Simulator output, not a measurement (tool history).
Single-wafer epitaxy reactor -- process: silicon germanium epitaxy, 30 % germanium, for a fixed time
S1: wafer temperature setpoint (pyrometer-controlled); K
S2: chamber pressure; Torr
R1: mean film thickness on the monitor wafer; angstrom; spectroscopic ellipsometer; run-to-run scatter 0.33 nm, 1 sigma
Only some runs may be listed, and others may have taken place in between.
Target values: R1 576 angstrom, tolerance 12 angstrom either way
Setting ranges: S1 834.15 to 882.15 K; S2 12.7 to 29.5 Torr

{"run": 1, "hour": 0.0, "S1": 858.15, "S2": 21.1, "R1": 440.29}
{"run": 2, "hour": 4.2, "S1": 862.15, "S2": 21.2, "R1": 480.85}
{"run": 3, "hour": 10.2, "S1": 862.15, "S2": 23.8, "R1": 507.82}
{"run": 4, "hour": 17.0, "S1": 864.15, "S2": 23.8, "R1": 530.69}
{"run": 5, "hour": 20.5, "S1": 864.15, "S2": 20.4, "R1": 490.15}
{"run": 6, "hour": 27.6, "S1": 864.15, "S2": 17.9, "R1": 464.75}
{"run": 7, "hour": 36.0, "S1": 867.15, "S2": 18, "R1": 493.31}
{"run": 8, "hour": 44.1, "S1": 869.15, "S2": 18, "R1": 512.78}
{"run": 9, "hour": 53.1, "S1": 876.15, "S2": 18.2, "R1": 594.08}

5 candidate next runs follow, results not yet known. Just one meets every target within its allowed miss. Identify it.
{"run": "A", "hour": 62.1, "S1": 878.15, "S2": 17.4, "R1": "?"}
{"run": "B", "hour": 62.1, "S1": 881.15, "S2": 15.4, "R1": "?"}
{"run": "C", "hour": 62.1, "S1": 878.15, "S2": 17.2, "R1": "?"}
{"run": "D", "hour": 62.1, "S1": 880.15, "S2": 15.6, "R1": "?"}
{"run": "E", "hour": 62.1, "S1": 873.15, "S2": 18.9, "R1": "?"}

move=A R1=616.67
move=B R1=617.9
move=C R1=613.26
move=D R1=609.3
move=E R1=578.61
A: further off than the last run
B: further off than the last run
C: further off than the last run
D: further off than the last run
E: all results in spec
E is the move that brings every result within its allowed miss.

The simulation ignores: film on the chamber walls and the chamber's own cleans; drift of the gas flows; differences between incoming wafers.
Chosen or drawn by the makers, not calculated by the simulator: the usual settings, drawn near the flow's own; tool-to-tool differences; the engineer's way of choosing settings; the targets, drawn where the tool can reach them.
